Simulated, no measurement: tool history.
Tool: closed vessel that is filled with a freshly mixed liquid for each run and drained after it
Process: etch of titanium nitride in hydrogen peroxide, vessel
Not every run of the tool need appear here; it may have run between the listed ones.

run,hour,temperature setpoint of the liquid (K),concentration of hydrogen peroxide in the mixed liquid (% by weight),time in the liquid (s),thickness taken off the titanium nitride on a monitor wafer (nm)
1,0.0,328.15,19.5,810,58.035
2,3.1,330.15,19.5,810,65.933
3,10.9,330.15,15.5,810,63.161
4,12.4,330.15,12.5,810,60.835
5,20.9,332.15,12.5,810,69.573
6,26.4,333.65,13.0,810,77.743

Run 7, settings as shown, results not yet in. Your forecast:
7,29.2,334.65,13.0,810,?

{"run 7": {"thickness taken off the titanium nitride on a monitor wafer (nm)": 82.885}}
